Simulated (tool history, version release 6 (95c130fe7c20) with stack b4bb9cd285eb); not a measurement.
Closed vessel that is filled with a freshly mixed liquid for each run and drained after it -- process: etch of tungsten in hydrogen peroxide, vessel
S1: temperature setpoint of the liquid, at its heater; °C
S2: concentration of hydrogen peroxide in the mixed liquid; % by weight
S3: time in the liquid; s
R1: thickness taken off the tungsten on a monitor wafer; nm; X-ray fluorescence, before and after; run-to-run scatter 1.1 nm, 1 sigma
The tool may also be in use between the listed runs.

Run 1, day 0.000: S1 46.0 °C, S2 17.5 % by weight, S3 90 s. Result: R1 192.81 nm.
Run 2, day 0.221: S1 46.0 °C, S2 20.5 % by weight, S3 90 s. Result: R1 209.63 nm.
Run 3, day 0.538: S1 44.0 °C, S2 20.5 % by weight, S3 90 s. Result: R1 185.56 nm.
Run 4, day 0.712: S1 42.5 °C, S2 20.5 % by weight, S3 90 s. Result: R1 167.15 nm.
Run 5, day 1.096: S1 42.5 °C, S2 17.0 % by weight, S3 90 s. Result: R1 152.05 nm.
Run 6, day 1.217: S1 42.0 °C, S2 17.0 % by weight, S3 90 s. Result: R1 147.03 nm.

For run 7, what comes out?
Run 7, day 1.571: S1 41.5 °C, S2 17.0 % by weight, S3 90 s. Result: R1 ?.

{"run 7": {"R1": 143.96}}
